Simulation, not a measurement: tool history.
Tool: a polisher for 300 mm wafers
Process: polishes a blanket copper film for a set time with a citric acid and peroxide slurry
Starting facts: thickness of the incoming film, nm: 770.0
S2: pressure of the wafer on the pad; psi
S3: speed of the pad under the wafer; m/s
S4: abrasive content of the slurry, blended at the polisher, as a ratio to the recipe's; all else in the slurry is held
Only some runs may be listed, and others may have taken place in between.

{"run": 1, "hour": 0.0, "flow of slurry (ml/min)": 130, "S2": 3.5, "S3": 0.96, "S4": 1.0, "polishing time (s)": 79, "film removed (nm)": 224.23}
{"run": 2, "hour": 1.4, "flow of slurry (ml/min)": 110, "S2": 3.5, "S3": 0.96, "S4": 1.0, "polishing time (s)": 79, "film removed (nm)": 217.43}
{"run": 3, "hour": 4.9, "flow of slurry (ml/min)": 135, "S2": 3.5, "S3": 0.96, "S4": 1.0, "polishing time (s)": 79, "film removed (nm)": 228.46}
{"run": 4, "hour": 8.6, "flow of slurry (ml/min)": 145, "S2": 3.7, "S3": 0.96, "S4": 1.0, "polishing time (s)": 79, "film removed (nm)": 243.67}
{"run": 5, "hour": 16.7, "flow of slurry (ml/min)": 145, "S2": 3.7, "S3": 0.96, "S4": 1.15, "polishing time (s)": 79, "film removed (nm)": 244.38}
{"run": 6, "hour": 18.8, "flow of slurry (ml/min)": 145, "S2": 3.3, "S3": 0.96, "S4": 1.15, "polishing time (s)": 79, "film removed (nm)": 223.64}

Run 7 is up next; what results do you expect?
{"run": 7, "hour": 23.7, "flow of slurry (ml/min)": 145, "S2": 3.3, "S3": 0.96, "S4": 1.15, "polishing time (s)": 79, "film removed (nm)": "?"}

Run 7 produced film removed (nm) 222.03.

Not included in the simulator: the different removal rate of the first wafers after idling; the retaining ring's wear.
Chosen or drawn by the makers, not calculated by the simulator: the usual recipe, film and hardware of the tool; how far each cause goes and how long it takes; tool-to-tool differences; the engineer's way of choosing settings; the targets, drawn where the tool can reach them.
